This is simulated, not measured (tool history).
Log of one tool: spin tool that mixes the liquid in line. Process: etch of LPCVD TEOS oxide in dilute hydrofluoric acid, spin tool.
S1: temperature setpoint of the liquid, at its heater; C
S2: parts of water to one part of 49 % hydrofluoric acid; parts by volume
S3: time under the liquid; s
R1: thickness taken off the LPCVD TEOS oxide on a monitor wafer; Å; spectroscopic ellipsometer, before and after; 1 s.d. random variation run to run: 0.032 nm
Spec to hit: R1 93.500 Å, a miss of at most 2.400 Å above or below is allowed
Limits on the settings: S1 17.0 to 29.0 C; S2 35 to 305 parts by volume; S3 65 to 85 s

Run 1, day 0.000: S1 21.0 C, S2 170 parts by volume, S3 85 s. Result: R1 106.090 Å.
Run 2, day 0.325: S1 21.0 C, S2 215 parts by volume, S3 85 s. Result: R1 80.280 Å.
Run 3, day 0.600: S1 21.0 C, S2 215 parts by volume, S3 65 s. Result: R1 61.048 Å.
Run 4, day 0.825: S1 23.5 C, S2 210 parts by volume, S3 65 s. Result: R1 69.072 Å.
Run 5, day 1.033: S1 20.5 C, S2 210 parts by volume, S3 65 s. Result: R1 61.674 Å.
Run 6, day 1.138: S1 23.0 C, S2 210 parts by volume, S3 65 s. Result: R1 67.865 Å.
Run 7, day 1.362: S1 24.5 C, S2 200 parts by volume, S3 65 s. Result: R1 76.219 Å.
Run 8, day 1.658: S1 25.5 C, S2 195 parts by volume, S3 65 s. Result: R1 81.474 Å.
Run 9, day 1.950: S1 26.5 C, S2 190 parts by volume, S3 65 s. Result: R1 87.196 Å.

Of the 4 settings listed for the next run, only one would bring every result within its allowed miss of target. Which one?
Run A, day 2.242: S1 25.5 C, S2 200 parts by volume, S3 80 s. Result: R1 ?.
Run B, day 2.242: S1 25.5 C, S2 195 parts by volume, S3 80 s. Result: R1 ?.
Run C, day 2.242: S1 25.0 C, S2 190 parts by volume, S3 70 s. Result: R1 ?.
Run D, day 2.242: S1 27.0 C, S2 195 parts by volume, S3 70 s. Result: R1 ?.

move      R1
   A  96.729
   B  99.764
   C  88.457
   D  92.161
A: takes the biggest miss from the last run beyond its target
B: takes the biggest miss from the last run beyond its target
C: closes in on the targets versus the last run, not all within tolerance yet
D: in spec on every target
Correct choice: D, which meets every target
